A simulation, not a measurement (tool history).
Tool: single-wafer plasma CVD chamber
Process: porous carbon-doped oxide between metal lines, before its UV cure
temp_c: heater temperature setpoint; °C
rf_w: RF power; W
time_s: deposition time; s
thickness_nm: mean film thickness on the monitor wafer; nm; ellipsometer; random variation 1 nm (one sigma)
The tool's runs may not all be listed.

run  hour  temp_c  rf_w  time_s  thickness_nm
  1   0.0     285   470    56.7        297.37
  2   6.4     285   470    56.7        297.22
  3  13.5     288   455    56.7        282.25
  4  17.3     288   455    56.7        283.06
  5  25.1     291   445    56.7        268.16
  6  28.1     293   445    56.7        264.50
  7  34.7     295   440    56.7        261.04
     37.5  -- thermocouple changed; heater temperature recalibrated
  8  37.5     297   435    56.7        257.81

Forecast run 9:
  9  46.2     309   360    56.7             ?

thickness_nm: 189.98 nm
